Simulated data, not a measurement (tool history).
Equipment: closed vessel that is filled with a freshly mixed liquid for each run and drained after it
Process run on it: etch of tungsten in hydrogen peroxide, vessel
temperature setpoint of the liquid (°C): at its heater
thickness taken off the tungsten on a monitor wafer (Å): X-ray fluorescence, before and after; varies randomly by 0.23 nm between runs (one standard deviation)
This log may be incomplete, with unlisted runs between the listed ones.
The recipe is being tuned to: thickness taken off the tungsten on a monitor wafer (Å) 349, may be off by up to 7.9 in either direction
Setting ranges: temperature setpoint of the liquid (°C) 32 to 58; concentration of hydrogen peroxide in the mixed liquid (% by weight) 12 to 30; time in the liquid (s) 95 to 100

run  hour  temperature setpoint of the liquid (°C)  concentration of hydrogen peroxide in the mixed liquid (% by weight)  time in the liquid (s)  thickness taken off the tungsten on a monitor wafer (Å)
  1     0                                       42                                                                  22.5                      95                                                   535.21
  2   8.7                                       38                                                                  22.5                      95                                                   416.94
  3  10.6                                       38                                                                    27                      95                                                   451.34
  4  19.7                                       38                                                                    27                      95                                                   451.05
  5  25.8                                     37.5                                                                    27                      95                                                   440.06
  6  27.9                                       37                                                                    27                      95                                                   425.77
  7  33.4                                     36.5                                                                    27                      95                                                   409.04
  8  41.6                                       36                                                                    27                      95                                                    395.1
  9  44.6                                     33.5                                                                    27                      95                                                   331.78
 10  53.2                                     33.5                                                                    27                      95                                                   333.42

Which one of the following 5 next-run settings gets every result inside its allowed miss? There is exactly one.
  A  61.8                                     34.5                                                                  23.5                      95                                                        ?
  B  61.8                                     33.5                                                                  29.5                      95                                                        ?
  C  61.8                                     32.5                                                                  25.5                      95                                                        ?
  D  61.8                                     32.5                                                                  26.5                     100                                                        ?
  E  61.8                                     34.5                                                                  22.5                      95                                                        ?

move  thickness taken off the tungsten on a monitor wafer (Å)
   A                                                    332.2
   B                                                   347.85
   C                                                   302.12
   D                                                    324.2
   E                                                   325.05
A: lands further from the targets than the last run did
B: hits every target within its allowed miss
C: lands further from the targets than the last run did
D: lands further from the targets than the last run did
E: lands further from the targets than the last run did
B meets every target.
